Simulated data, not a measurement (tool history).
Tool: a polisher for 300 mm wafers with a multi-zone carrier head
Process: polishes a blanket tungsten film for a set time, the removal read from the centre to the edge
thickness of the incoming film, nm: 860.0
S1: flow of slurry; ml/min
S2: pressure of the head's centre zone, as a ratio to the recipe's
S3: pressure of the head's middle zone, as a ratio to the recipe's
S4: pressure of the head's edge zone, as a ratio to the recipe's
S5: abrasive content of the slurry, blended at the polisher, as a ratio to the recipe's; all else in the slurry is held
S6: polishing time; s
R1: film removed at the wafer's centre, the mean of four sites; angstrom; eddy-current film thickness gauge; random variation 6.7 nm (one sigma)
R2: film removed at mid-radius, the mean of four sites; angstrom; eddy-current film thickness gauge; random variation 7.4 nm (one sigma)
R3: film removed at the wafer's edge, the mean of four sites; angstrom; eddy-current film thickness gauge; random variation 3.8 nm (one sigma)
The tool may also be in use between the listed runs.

run 1 day=0.000 | S1=295 S2=1.00 S3=1.00 S4=1.00 S5=1.00 S6=43 | R1=3503.7 R2=3498.5 R3=3623.1
run 2 day=0.304 | S1=360 S2=1.00 S3=1.00 S4=1.00 S5=1.00 S6=43 | R1=3618.5 R2=3595.7 R3=3650.8
run 3 day=0.483 | S1=365 S2=1.01 S3=1.04 S4=1.02 S5=1.15 S6=45 | R1=3988.8 R2=3917.3 R3=3993.6
run 4 day=0.533 | S1=365 S2=0.93 S3=1.04 S4=1.02 S5=1.15 S6=45 | R1=3772.9 R2=4017.1 R3=3996.0
run 5 day=0.892 | S1=410 S2=0.93 S3=1.04 S4=1.02 S5=1.15 S6=45 | R1=3757.6 R2=3942.2 R3=4023.8
run 6 day=1.125 | S1=410 S2=0.93 S3=0.97 S4=1.02 S5=1.15 S6=45 | R1=3742.1 R2=3794.0 R3=3964.7
run 7 day=1.296 | S1=410 S2=0.93 S3=1.01 S4=1.00 S5=1.25 S6=47 | R1=4055.1 R2=4251.3 R3=4220.3
run 8 day=1.362 | S1=420 S2=1.01 S3=1.11 S4=1.09 S5=1.50 S6=51 | R1=4910.2 R2=5183.2 R3=4975.7

Forecast run 9:
run 9 day=1.517 | S1=420 S2=1.02 S3=1.12 S4=1.09 S5=1.50 S6=51 | R1=? R2=? R3=?

{"run 9": {"R1": 5014.6, "R2": 5162.9, "R3": 4974.5}}
